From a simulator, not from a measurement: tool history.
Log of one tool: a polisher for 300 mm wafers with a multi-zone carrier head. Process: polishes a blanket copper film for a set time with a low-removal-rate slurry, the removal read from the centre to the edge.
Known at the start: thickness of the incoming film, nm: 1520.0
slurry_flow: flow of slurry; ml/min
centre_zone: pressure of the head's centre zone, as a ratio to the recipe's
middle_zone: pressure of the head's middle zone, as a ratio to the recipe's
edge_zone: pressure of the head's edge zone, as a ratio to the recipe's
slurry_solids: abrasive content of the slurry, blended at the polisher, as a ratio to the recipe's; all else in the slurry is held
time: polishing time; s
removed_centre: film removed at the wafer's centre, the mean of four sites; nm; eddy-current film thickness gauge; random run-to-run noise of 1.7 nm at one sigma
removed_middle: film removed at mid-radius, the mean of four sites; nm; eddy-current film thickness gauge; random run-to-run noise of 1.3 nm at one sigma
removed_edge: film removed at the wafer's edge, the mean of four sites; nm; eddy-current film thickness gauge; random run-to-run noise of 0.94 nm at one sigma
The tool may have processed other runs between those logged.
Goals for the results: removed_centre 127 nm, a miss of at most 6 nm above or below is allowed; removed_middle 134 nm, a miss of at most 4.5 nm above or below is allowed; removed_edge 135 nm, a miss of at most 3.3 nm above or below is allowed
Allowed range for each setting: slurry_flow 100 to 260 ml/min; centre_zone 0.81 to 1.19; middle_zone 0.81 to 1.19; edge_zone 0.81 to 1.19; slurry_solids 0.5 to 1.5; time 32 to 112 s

| run | hour | slurry_flow | centre_zone | middle_zone | edge_zone | slurry_solids | time | removed_centre | removed_middle | removed_edge |
|---|---|---|---|---|---|---|---|---|---|---|
| 1 | 0 | 165 | 1 | 1 | 1 | 1 | 72 | 124.51 | 124.9 | 121.49 |
| 2 | 4.3 | 170 | 0.99 | 1 | 1.02 | 1 | 72 | 128.34 | 126.02 | 122.29 |
| 3 | 8.6 | 170 | 0.99 | 1 | 1.02 | 1 | 88 | 149.23 | 149.36 | 150.25 |
| 4 | 14.3 | 170 | 1.02 | 1 | 1.02 | 1 | 88 | 155.7 | 150.27 | 150.33 |
| 5 | 15 | 170 | 1.02 | 0.95 | 1.02 | 1 | 88 | 155.74 | 144.31 | 150.5 |
| 6 | 17.1 | 170 | 1.02 | 0.95 | 1.02 | 1 | 70 | 123.66 | 113.01 | 119.31 |
| 7 | 21.9 | 175 | 1 | 0.96 | 1.04 | 1.05 | 70 | 122.02 | 118.44 | 122.15 |
| 8 | 24.2 | 175 | 1 | 0.96 | 1.04 | 1.05 | 70 | 121.52 | 117.77 | 122.6 |
| 9 | 28.5 | 185 | 1 | 0.97 | 1.05 | 1.05 | 70 | 121.22 | 117.14 | 123.52 |
| 10 | 35.5 | 185 | 1 | 0.98 | 1.06 | 1.1 | 70 | 127.06 | 120.69 | 123.96 |
| 11 | 43.8 | 185 | 0.99 | 0.99 | 1.07 | 1.15 | 70 | 125.35 | 124.61 | 126.87 |

4 next moves are on the table. One of them brings every result within its allowed miss. Which?
| A | 52.1 | 185 | 0.83 | 1.07 | 1.05 | 1.15 | 71 | ? | ? | ? |
| B | 52.1 | 140 | 0.91 | 1 | 1.04 | 1.2 | 77 | ? | ? | ? |
| C | 52.1 | 145 | 0.84 | 0.93 | 1.12 | 1.05 | 76 | ? | ? | ? |
| D | 52.1 | 170 | 0.89 | 0.96 | 1.13 | 1.15 | 73 | ? | ? | ? |

| move | removed_centre | removed_middle | removed_edge |
|---|---|---|---|
| A | 114.16 | 136.41 | 127.23 |
| B | 128.16 | 135.76 | 135.04 |
| C | 116.8 | 123.52 | 135.07 |
| D | 122.01 | 126.57 | 134.53 |
A: no nearer and no further than the last run
B: every result lands within tolerance
C: brings the result that was furthest off to its target, and leaves another outside
D: brings the result that was furthest off to its target, and leaves another outside
Go with B: it meets all targets.

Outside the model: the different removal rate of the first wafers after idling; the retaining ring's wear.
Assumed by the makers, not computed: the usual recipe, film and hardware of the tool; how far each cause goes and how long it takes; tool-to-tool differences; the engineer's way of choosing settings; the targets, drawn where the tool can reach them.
